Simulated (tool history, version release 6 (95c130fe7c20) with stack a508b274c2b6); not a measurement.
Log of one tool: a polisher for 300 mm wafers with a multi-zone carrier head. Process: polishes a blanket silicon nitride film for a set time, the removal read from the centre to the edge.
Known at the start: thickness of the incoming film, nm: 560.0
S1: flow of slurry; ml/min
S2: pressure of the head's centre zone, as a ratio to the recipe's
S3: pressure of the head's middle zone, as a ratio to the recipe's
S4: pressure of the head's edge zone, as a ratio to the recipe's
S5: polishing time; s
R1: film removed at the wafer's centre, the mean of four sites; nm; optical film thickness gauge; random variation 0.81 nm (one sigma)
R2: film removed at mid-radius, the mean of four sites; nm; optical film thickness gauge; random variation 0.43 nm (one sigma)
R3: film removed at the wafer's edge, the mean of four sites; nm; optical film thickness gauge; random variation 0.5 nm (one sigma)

{"run": 1, "hour": 0.0, "S1": 245, "S2": 1.0, "S3": 1.0, "S4": 1.0, "S5": 40, "R1": 73.029, "R2": 73.585, "R3": 72.592}
{"run": 2, "hour": 3.0, "S1": 235, "S2": 1.0, "S3": 0.98, "S4": 0.98, "S5": 40, "R1": 72.525, "R2": 72.106, "R3": 71.561}
{"run": 3, "hour": 10.8, "S1": 230, "S2": 1.0, "S3": 0.96, "S4": 0.96, "S5": 40, "R1": 73.011, "R2": 70.073, "R3": 71.674}
{"run": 4, "hour": 19.1, "S1": 225, "S2": 1.0, "S3": 0.95, "S4": 0.94, "S5": 40, "R1": 71.697, "R2": 69.04, "R3": 69.854}
{"run": 5, "hour": 21.1, "S1": 220, "S2": 1.0, "S3": 0.94, "S4": 0.93, "S5": 40, "R1": 73.525, "R2": 68.044, "R3": 69.449}
{"run": 6, "hour": 28.4, "S1": 215, "S2": 0.99, "S3": 0.93, "S4": 0.92, "S5": 40, "R1": 71.561, "R2": 67.565, "R3": 70.191}
{"run": 7, "hour": 35.0, "S1": 200, "S2": 1.0, "S3": 0.9, "S4": 0.84, "S5": 38, "R1": 68.014, "R2": 61.322, "R3": 62.38}
{"run": 8, "hour": 41.9, "S1": 205, "S2": 1.0, "S3": 0.9, "S4": 0.85, "S5": 38, "R1": 67.641, "R2": 61.348, "R3": 64.127}
{"hour": 45.9, "done": "worn pad replaced by a new one"}
{"run": 9, "hour": 45.9, "S1": 225, "S2": 0.99, "S3": 0.92, "S4": 0.86, "S5": 38, "R1": 72.66, "R2": 68.083, "R3": 68.012}
{"run": 10, "hour": 50.9, "S1": 220, "S2": 0.99, "S3": 0.92, "S4": 0.86, "S5": 38, "R1": 73.641, "R2": 67.332, "R3": 67.429}
{"run": 11, "hour": 55.0, "S1": 215, "S2": 0.99, "S3": 0.92, "S4": 0.86, "S5": 38, "R1": 73.898, "R2": 67.276, "R3": 67.884}
{"run": 12, "hour": 63.0, "S1": 210, "S2": 0.99, "S3": 0.92, "S4": 0.87, "S5": 38, "R1": 69.351, "R2": 67.486, "R3": 67.246}
{"run": 13, "hour": 65.5, "S1": 205, "S2": 1.0, "S3": 0.92, "S4": 0.87, "S5": 38, "R1": 71.039, "R2": 66.566, "R3": 66.183}
{"run": 14, "hour": 69.0, "S1": 200, "S2": 1.0, "S3": 0.91, "S4": 0.87, "S5": 38, "R1": 72.286, "R2": 65.934, "R3": 68.322}

Run 15 comes next. What will it give?
{"run": 15, "hour": 77.8, "S1": 205, "S2": 0.99, "S3": 0.91, "S4": 0.87, "S5": 38, "R1": "?", "R2": "?", "R3": "?"}

R1: 69.090 nm
R2: 66.486 nm
R3: 67.805 nm

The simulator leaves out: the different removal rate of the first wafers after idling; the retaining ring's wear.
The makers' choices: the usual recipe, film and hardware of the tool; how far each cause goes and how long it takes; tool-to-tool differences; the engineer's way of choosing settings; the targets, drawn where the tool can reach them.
